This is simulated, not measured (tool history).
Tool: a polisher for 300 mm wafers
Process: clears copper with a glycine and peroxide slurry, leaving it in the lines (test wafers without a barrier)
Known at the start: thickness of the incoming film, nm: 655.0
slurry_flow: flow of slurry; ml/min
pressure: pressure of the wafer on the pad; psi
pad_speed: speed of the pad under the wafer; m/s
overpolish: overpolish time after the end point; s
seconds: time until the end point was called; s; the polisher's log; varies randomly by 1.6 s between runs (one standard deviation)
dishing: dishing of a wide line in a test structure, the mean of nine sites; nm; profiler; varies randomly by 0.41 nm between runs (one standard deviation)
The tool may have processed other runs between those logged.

| run | hour | slurry_flow | pressure | pad_speed | overpolish | seconds | dishing |
|---|---|---|---|---|---|---|---|
| 1 | 0 | 225 | 3.1 | 0.84 | 18 | 100.3 | 77.474 |
| 2 | 3.7 | 225 | 3.1 | 0.72 | 18 | 112.83 | 71.269 |
| 3 | 9.3 | 215 | 2.9 | 0.78 | 17 | 109.61 | 71.166 |
| 4 | 15.3 | 215 | 2.9 | 0.94 | 17 | 100.44 | 75.41 |
| 5 | 18.9 | 215 | 2.9 | 0.94 | 20 | 98.665 | 85.434 |
| 6 | 25.4 | 215 | 2.9 | 0.94 | 16 | 97.588 | 72.316 |
| 7 | 27.6 | 230 | 2.7 | 0.96 | 15 | 102.45 | 68.47 |
| 8 | 31 | 220 | 2.8 | 0.9 | 14 | 104.11 | 62.683 |
| 9 | 31.7 | 210 | 2.9 | 0.88 | 13 | 102.76 | 59.044 |
| 10 | 33.7 | 200 | 3.1 | 0.82 | 12 | 107.03 | 55.192 |
| 11 | 40.7 | 200 | 3.1 | 0.82 | 12 | 103.85 | 54.181 |
| 12 | 46.3 | 195 | 3.3 | 0.78 | 11 | 104.16 | 50.336 |

Predict the results of run 13:
| 13 | 53.3 | 135 | 4.2 | 0.54 | 5 | ? | ? |

Run 13 produced seconds 116.12 s, dishing 22.932 nm.

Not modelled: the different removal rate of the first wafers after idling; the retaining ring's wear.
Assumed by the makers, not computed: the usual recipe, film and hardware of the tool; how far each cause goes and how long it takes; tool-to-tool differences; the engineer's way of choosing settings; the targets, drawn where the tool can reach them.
